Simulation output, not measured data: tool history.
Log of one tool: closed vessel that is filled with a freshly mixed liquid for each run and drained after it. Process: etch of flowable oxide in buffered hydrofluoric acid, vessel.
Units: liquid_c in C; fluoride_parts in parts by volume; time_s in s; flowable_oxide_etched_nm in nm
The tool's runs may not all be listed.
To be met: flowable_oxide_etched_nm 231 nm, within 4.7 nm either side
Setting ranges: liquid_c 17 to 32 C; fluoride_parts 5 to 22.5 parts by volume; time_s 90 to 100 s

{"run": 1, "hour": 0.0, "liquid_c": 24, "fluoride_parts": 13.5, "time_s": 90, "flowable_oxide_etched_nm": 190.48}
{"run": 2, "hour": 6.2, "liquid_c": 24.5, "fluoride_parts": 13.5, "time_s": 90, "flowable_oxide_etched_nm": 195.65}
{"run": 3, "hour": 10.3, "liquid_c": 25, "fluoride_parts": 13.5, "time_s": 90, "flowable_oxide_etched_nm": 201.72}
{"run": 4, "hour": 18.1, "liquid_c": 21.5, "fluoride_parts": 13.5, "time_s": 90, "flowable_oxide_etched_nm": 163.81}
{"run": 5, "hour": 20.6, "liquid_c": 20.5, "fluoride_parts": 13.5, "time_s": 90, "flowable_oxide_etched_nm": 155.73}
{"run": 6, "hour": 25.0, "liquid_c": 17, "fluoride_parts": 13.5, "time_s": 90, "flowable_oxide_etched_nm": 129.16}
{"run": 7, "hour": 27.9, "liquid_c": 18.5, "fluoride_parts": 13.5, "time_s": 90, "flowable_oxide_etched_nm": 139.55}
{"run": 8, "hour": 28.4, "liquid_c": 20, "fluoride_parts": 13.5, "time_s": 90, "flowable_oxide_etched_nm": 152.31}
{"run": 9, "hour": 33.1, "liquid_c": 21, "fluoride_parts": 13.5, "time_s": 90, "flowable_oxide_etched_nm": 158.47}
{"run": 10, "hour": 37.9, "liquid_c": 25, "fluoride_parts": 13.5, "time_s": 90, "flowable_oxide_etched_nm": 200.56}
{"run": 11, "hour": 44.7, "liquid_c": 25, "fluoride_parts": 13.5, "time_s": 90, "flowable_oxide_etched_nm": 200.43}
{"run": 12, "hour": 51.3, "liquid_c": 25.5, "fluoride_parts": 13.5, "time_s": 90, "flowable_oxide_etched_nm": 204.72}
{"run": 13, "hour": 54.1, "liquid_c": 26, "fluoride_parts": 13.5, "time_s": 90, "flowable_oxide_etched_nm": 210.75}
{"run": 14, "hour": 56.6, "liquid_c": 27, "fluoride_parts": 13.5, "time_s": 90, "flowable_oxide_etched_nm": 221.58}

Consider the 5 candidate settings below. Which is the only one whose results all fall within their allowed miss of target?
{"run": "A", "hour": 59.1, "liquid_c": 26, "fluoride_parts": 14, "time_s": 95, "flowable_oxide_etched_nm": "?"}
{"run": "B", "hour": 59.1, "liquid_c": 27, "fluoride_parts": 14.5, "time_s": 95, "flowable_oxide_etched_nm": "?"}
{"run": "C", "hour": 59.1, "liquid_c": 24.5, "fluoride_parts": 13, "time_s": 95, "flowable_oxide_etched_nm": "?"}
{"run": "D", "hour": 59.1, "liquid_c": 24, "fluoride_parts": 12.5, "time_s": 95, "flowable_oxide_etched_nm": "?"}
{"run": "E", "hour": 59.1, "liquid_c": 29, "fluoride_parts": 14.5, "time_s": 90, "flowable_oxide_etched_nm": "?"}

move=A flowable_oxide_etched_nm=214.35
move=B flowable_oxide_etched_nm=218.53
move=C flowable_oxide_etched_nm=212.51
move=D flowable_oxide_etched_nm=214.9
move=E flowable_oxide_etched_nm=230.29
A: further off than the last run
B: further off than the last run
C: further off than the last run
D: further off than the last run
E: every result lands within tolerance
Correct choice: E, which meets every target
